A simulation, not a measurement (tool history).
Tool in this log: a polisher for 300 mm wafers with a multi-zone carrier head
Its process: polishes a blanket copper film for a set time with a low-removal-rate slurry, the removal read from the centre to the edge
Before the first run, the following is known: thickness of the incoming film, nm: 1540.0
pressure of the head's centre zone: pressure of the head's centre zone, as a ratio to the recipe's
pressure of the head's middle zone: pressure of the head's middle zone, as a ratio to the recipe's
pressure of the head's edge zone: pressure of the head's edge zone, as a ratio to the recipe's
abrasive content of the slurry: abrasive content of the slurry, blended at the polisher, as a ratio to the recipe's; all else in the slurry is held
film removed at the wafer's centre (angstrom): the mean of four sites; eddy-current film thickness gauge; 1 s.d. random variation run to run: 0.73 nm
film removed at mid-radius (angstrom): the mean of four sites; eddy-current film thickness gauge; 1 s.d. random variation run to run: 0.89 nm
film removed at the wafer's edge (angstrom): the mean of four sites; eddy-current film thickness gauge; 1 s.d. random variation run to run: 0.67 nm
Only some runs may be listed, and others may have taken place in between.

run    day  flow of slurry (ml/min)  pressure of the head's centre zone  pressure of the head's middle zone  pressure of the head's edge zone  abrasive content of the slurry  polishing time (s)  film removed at the wafer's centre (angstrom)  film removed at mid-radius (angstrom)  film removed at the wafer's edge (angstrom)
  1      0                      145                                   1                                   1                                 1                               1                  41                                         1137.3                                 1158.2                                       1139.9
  2  0.208                      140                                   1                                0.98                              0.98                            0.95                  40                                         1094.3                                 1086.7                                       1077.8
  3  0.333                      135                                0.99                                0.96                              0.97                             0.9                  40                                         1089.5                                 1041.9                                       1067.6
  4  0.688                      130                                0.98                                0.95                              0.96                            0.85                  39                                         1007.8                                 989.44                                       1018.5
  5   0.75                      130                                0.98                                0.94                              0.95                             0.8                  39                                         1015.2                                 984.19                                       1012.8
  6  1.004                      155                                0.98                                0.94                              0.95                             0.8                  39                                         1050.5                                 1000.6                                       1024.1
  7  1.158                      150                                0.97                                0.93                              0.94                            0.75                  39                                         1026.1                                 993.28                                       1028.1
  8  1.346                      145                                0.97                                0.92                              0.93                             0.7                  38                                         997.31                                 924.61                                       976.66

Predict the results of run 9:
  9  1.629                      140                                0.97                                0.92                              0.92                            0.65                  38                                              ?                                      ?                                            ?

film removed at the wafer's centre (angstrom): 968.13
film removed at mid-radius (angstrom): 921.79
film removed at the wafer's edge (angstrom): 967.67

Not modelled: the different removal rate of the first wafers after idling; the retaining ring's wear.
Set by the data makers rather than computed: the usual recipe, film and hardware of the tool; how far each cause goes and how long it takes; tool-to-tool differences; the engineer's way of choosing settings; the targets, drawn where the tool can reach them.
